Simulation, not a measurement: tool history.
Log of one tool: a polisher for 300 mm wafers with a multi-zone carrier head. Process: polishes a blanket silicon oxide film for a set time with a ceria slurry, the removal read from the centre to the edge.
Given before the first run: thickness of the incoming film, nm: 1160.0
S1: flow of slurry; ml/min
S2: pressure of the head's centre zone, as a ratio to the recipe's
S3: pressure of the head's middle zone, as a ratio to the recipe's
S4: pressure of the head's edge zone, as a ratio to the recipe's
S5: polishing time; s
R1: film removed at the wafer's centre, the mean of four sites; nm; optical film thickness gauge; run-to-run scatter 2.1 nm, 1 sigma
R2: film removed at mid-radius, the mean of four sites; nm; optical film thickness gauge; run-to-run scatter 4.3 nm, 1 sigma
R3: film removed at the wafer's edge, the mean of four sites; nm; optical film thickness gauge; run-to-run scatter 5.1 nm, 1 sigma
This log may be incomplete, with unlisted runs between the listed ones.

{"run": 1, "day": 0.0, "S1": 205, "S2": 1.0, "S3": 1.0, "S4": 1.0, "S5": 87, "R1": 428.81, "R2": 420.13, "R3": 431.52}
{"run": 2, "day": 0.138, "S1": 205, "S2": 1.0, "S3": 1.0, "S4": 1.08, "S5": 87, "R1": 423.01, "R2": 424.14, "R3": 447.79}
{"run": 3, "day": 0.467, "S1": 205, "S2": 1.0, "S3": 1.03, "S4": 1.08, "S5": 87, "R1": 428.71, "R2": 440.3, "R3": 444.0}
{"run": 4, "day": 0.612, "S1": 205, "S2": 1.0, "S3": 1.03, "S4": 1.08, "S5": 75, "R1": 366.18, "R2": 373.32, "R3": 388.15}
{"run": 5, "day": 0.95, "S1": 200, "S2": 0.98, "S3": 1.01, "S4": 1.08, "S5": 75, "R1": 357.19, "R2": 370.84, "R3": 388.02}
{"run": 6, "day": 1.2, "S1": 195, "S2": 0.96, "S3": 0.99, "S4": 1.08, "S5": 75, "R1": 351.22, "R2": 355.39, "R3": 379.5}

Run 7 has not been measured yet. What should we expect?
{"run": 7, "day": 1.504, "S1": 150, "S2": 0.86, "S3": 0.96, "S4": 1.18, "S5": 74, "R1": "?", "R2": "?", "R3": "?"}

R1: 299.38 nm
R2: 348.78 nm
R3: 399.76 nm

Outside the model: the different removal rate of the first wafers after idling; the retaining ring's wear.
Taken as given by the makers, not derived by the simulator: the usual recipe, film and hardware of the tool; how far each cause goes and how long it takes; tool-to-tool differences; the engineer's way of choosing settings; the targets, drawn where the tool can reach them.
